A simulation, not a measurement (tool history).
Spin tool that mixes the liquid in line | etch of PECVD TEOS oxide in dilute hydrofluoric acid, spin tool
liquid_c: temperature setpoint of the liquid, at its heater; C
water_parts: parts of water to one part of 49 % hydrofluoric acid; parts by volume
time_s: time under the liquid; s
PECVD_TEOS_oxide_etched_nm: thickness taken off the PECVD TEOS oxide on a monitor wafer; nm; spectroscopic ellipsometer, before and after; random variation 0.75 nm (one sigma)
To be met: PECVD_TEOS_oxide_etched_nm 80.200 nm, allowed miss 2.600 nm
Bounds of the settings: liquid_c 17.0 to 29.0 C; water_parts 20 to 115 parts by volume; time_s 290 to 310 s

Run 1, hour 0.0: liquid_c 21.0 C, water_parts 65 parts by volume, time_s 290 s. Result: PECVD_TEOS_oxide_etched_nm 62.717 nm.
Run 2, hour 5.5: liquid_c 17.5 C, water_parts 65 parts by volume, time_s 290 s. Result: PECVD_TEOS_oxide_etched_nm 54.276 nm.
Run 3, hour 7.0: liquid_c 17.5 C, water_parts 85 parts by volume, time_s 290 s. Result: PECVD_TEOS_oxide_etched_nm 40.065 nm.
Run 4, hour 14.3: liquid_c 17.0 C, water_parts 85 parts by volume, time_s 290 s. Result: PECVD_TEOS_oxide_etched_nm 39.543 nm.
Run 5, hour 19.4: liquid_c 20.0 C, water_parts 85 parts by volume, time_s 290 s. Result: PECVD_TEOS_oxide_etched_nm 45.210 nm.
Run 6, hour 21.6: liquid_c 22.5 C, water_parts 80 parts by volume, time_s 290 s. Result: PECVD_TEOS_oxide_etched_nm 54.353 nm.
Run 7, hour 27.3: liquid_c 24.0 C, water_parts 80 parts by volume, time_s 290 s. Result: PECVD_TEOS_oxide_etched_nm 56.781 nm.
Run 8, hour 31.1: liquid_c 25.5 C, water_parts 75 parts by volume, time_s 290 s. Result: PECVD_TEOS_oxide_etched_nm 65.593 nm.
Run 9, hour 35.8: liquid_c 26.5 C, water_parts 75 parts by volume, time_s 290 s. Result: PECVD_TEOS_oxide_etched_nm 66.998 nm.
Run 10, hour 43.3: liquid_c 27.0 C, water_parts 75 parts by volume, time_s 290 s. Result: PECVD_TEOS_oxide_etched_nm 68.179 nm.
Run 11, hour 50.8: liquid_c 27.5 C, water_parts 75 parts by volume, time_s 290 s. Result: PECVD_TEOS_oxide_etched_nm 70.297 nm.
Run 12, hour 57.5: liquid_c 28.0 C, water_parts 75 parts by volume, time_s 290 s. Result: PECVD_TEOS_oxide_etched_nm 71.194 nm.

Which of these 4 next moves meets every target?
Run A, hour 64.2: liquid_c 29.0 C, water_parts 90 parts by volume, time_s 290 s. Result: PECVD_TEOS_oxide_etched_nm ?.
Run B, hour 64.2: liquid_c 29.0 C, water_parts 75 parts by volume, time_s 290 s. Result: PECVD_TEOS_oxide_etched_nm ?.
Run C, hour 64.2: liquid_c 29.0 C, water_parts 65 parts by volume, time_s 290 s. Result: PECVD_TEOS_oxide_etched_nm ?.
Run D, hour 64.2: liquid_c 27.5 C, water_parts 70 parts by volume, time_s 305 s. Result: PECVD_TEOS_oxide_etched_nm ?.

move  PECVD_TEOS_oxide_etched_nm
   A                      59.997
   B                      73.548
   C                      86.104
   D                      78.724
A: further off than the last run
B: nearer than the last run, and not there yet
C: takes the result that was furthest off past its target
D: meets every target
The right move is D.
